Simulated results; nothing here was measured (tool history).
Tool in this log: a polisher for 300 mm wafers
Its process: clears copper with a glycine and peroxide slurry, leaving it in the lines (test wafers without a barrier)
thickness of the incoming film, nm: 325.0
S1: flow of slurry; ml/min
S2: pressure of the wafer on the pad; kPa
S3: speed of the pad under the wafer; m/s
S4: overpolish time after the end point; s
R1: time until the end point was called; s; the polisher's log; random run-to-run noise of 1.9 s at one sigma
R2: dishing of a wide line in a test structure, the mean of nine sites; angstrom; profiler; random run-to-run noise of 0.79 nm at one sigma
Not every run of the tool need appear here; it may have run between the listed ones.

{"run": 1, "day": 0.0, "S1": 220, "S2": 15.9, "S3": 0.94, "S4": 27, "R1": 92.579, "R2": 531.87}
{"run": 2, "day": 0.375, "S1": 220, "S2": 15.9, "S3": 0.94, "S4": 34, "R1": 92.423, "R2": 643.93}
{"run": 3, "day": 0.488, "S1": 220, "S2": 15.9, "S3": 0.94, "S4": 30, "R1": 94.03, "R2": 581.35}
{"run": 4, "day": 0.604, "S1": 220, "S2": 15.9, "S3": 1.08, "S4": 30, "R1": 79.924, "R2": 594.35}
{"run": 5, "day": 0.696, "S1": 170, "S2": 15.9, "S3": 1.08, "S4": 30, "R1": 84.162, "R2": 584.47}
{"run": 6, "day": 0.896, "S1": 170, "S2": 14.5, "S3": 1.08, "S4": 30, "R1": 90.045, "R2": 572.79}

What does the tool deliver on the next run?
{"run": 7, "day": 1.254, "S1": 170, "S2": 13.8, "S3": 1.08, "S4": 26, "R1": "?", "R2": "?"}

{"run 7": {"R1": 94.63, "R2": 518.45}}

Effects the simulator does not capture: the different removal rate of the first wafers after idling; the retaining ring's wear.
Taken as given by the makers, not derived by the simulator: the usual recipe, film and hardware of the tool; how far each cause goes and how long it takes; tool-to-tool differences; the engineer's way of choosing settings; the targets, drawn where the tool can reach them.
